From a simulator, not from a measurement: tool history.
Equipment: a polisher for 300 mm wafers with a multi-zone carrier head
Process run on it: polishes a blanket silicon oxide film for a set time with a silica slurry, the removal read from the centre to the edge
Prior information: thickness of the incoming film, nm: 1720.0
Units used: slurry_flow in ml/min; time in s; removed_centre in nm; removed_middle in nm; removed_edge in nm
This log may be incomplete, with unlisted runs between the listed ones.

run  hour  slurry_flow  centre_zone  middle_zone  edge_zone  slurry_solids  time  removed_centre  removed_middle  removed_edge
  1     0          215            1            1          1              1    83          192.78          196.71        195.15
  2   1.3          230         1.04         1.02       1.01            1.1    83          206.69          203.15        203.47
  3   6.2          230         1.04         1.02       1.07            1.1    83          208.61          208.57        208.31
  4    14          240         1.07         1.05       1.06            1.2    84          227.85          219.22         218.3
  5  22.4          250         1.08         1.08       1.04           1.25    85           233.6          231.31        223.61
  6  23.8          250         1.08         1.08       1.04           1.25    76          211.54          205.52        198.96
  7  27.1          260          1.1          1.1       1.04            1.3    79          227.13          224.67        212.11

Run 8 is up next; what results do you expect?
  8  32.8          270         1.12          1.1       1.03           1.35    81               ?               ?             ?

{"run 8": {"removed_centre": 242.81, "removed_middle": 230.08, "removed_edge": 216.55}}

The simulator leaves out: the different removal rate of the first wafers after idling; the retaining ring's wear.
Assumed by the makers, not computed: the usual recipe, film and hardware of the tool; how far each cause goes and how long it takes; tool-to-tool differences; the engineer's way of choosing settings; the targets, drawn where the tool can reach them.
